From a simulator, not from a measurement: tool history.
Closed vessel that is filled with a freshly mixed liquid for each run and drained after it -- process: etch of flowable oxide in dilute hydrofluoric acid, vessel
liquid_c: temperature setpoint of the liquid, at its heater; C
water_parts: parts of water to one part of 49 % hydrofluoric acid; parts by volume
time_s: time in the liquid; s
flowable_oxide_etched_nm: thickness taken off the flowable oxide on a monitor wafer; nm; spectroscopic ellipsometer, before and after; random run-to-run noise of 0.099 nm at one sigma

run 1 day=0 | liquid_c=24 water_parts=260 time_s=435 | flowable_oxide_etched_nm=29.129
run 2 day=0.35 | liquid_c=24 water_parts=205 time_s=435 | flowable_oxide_etched_nm=39.426
run 3 day=0.617 | liquid_c=24 water_parts=280 time_s=435 | flowable_oxide_etched_nm=26.559
run 4 day=0.9 | liquid_c=26 water_parts=280 time_s=435 | flowable_oxide_etched_nm=28.528
run 5 day=1.188 | liquid_c=26 water_parts=325 time_s=435 | flowable_oxide_etched_nm=23.335
run 6 day=1.292 | liquid_c=28.5 water_parts=325 time_s=435 | flowable_oxide_etched_nm=25.477
run 7 day=1.471 | liquid_c=28 water_parts=325 time_s=435 | flowable_oxide_etched_nm=25.193
run 8 day=1.783 | liquid_c=27.5 water_parts=325 time_s=435 | flowable_oxide_etched_nm=24.583
run 9 day=1.979 | liquid_c=27 water_parts=325 time_s=435 | flowable_oxide_etched_nm=24.138
run 10 day=2.096 | liquid_c=26.5 water_parts=325 time_s=435 | flowable_oxide_etched_nm=23.688
run 11 day=2.404 | liquid_c=26.5 water_parts=325 time_s=435 | flowable_oxide_etched_nm=23.606
run 12 day=2.629 | liquid_c=26 water_parts=325 time_s=435 | flowable_oxide_etched_nm=23.268

Run 13 has not been measured yet. What should we expect?
run 13 day=2.938 | liquid_c=25.5 water_parts=325 time_s=435 | flowable_oxide_etched_nm=?

Run 13 gave flowable_oxide_etched_nm 22.898 nm.
